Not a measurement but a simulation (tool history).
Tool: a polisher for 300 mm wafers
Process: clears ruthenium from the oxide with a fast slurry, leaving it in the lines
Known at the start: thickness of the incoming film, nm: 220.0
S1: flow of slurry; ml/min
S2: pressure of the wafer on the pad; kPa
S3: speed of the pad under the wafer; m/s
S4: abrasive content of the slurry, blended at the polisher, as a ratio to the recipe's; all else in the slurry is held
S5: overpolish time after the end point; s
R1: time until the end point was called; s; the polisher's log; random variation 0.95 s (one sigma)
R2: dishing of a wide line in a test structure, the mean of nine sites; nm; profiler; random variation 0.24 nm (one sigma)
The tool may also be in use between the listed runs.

| run | hour | S1 | S2 | S3 | S4 | S5 | R1 | R2 |
|---|---|---|---|---|---|---|---|---|
| 1 | 0 | 295 | 18.6 | 0.8 | 1 | 8 | 76.343 | 19.703 |
| 2 | 8.9 | 295 | 19.3 | 0.8 | 1 | 7 | 76.579 | 17.102 |
| 3 | 16.7 | 295 | 20.7 | 0.8 | 1 | 6 | 74.401 | 16.678 |
| 4 | 23.8 | 345 | 20.7 | 0.8 | 1 | 6 | 70.865 | 15.669 |
| 5 | 26.9 | 365 | 21.4 | 0.8 | 1 | 5 | 68.129 | 14.316 |
| 6 | 32 | 365 | 21.4 | 0.8 | 1.1 | 5 | 66.371 | 14.595 |
| 7 | 36.9 | 385 | 22.1 | 0.8 | 1.1 | 4 | 63.079 | 12.568 |
| 8 | 40.9 | 390 | 22.8 | 0.8 | 1.1 | 4 | 61.393 | 12.914 |
| 9 | 45.8 | 395 | 23.4 | 0.8 | 1.1 | 4 | 60.513 | 12.826 |
| 10 | 47.8 | 400 | 24.1 | 0.8 | 1.1 | 4 | 60.004 | 13.469 |

The next listed run, before its measurement:
| 11 | 50.5 | 405 | 24.1 | 0.8 | 1.1 | 4 | ? | ? |

{"run 11": {"R1": 57.512, "R2": 13.271}}
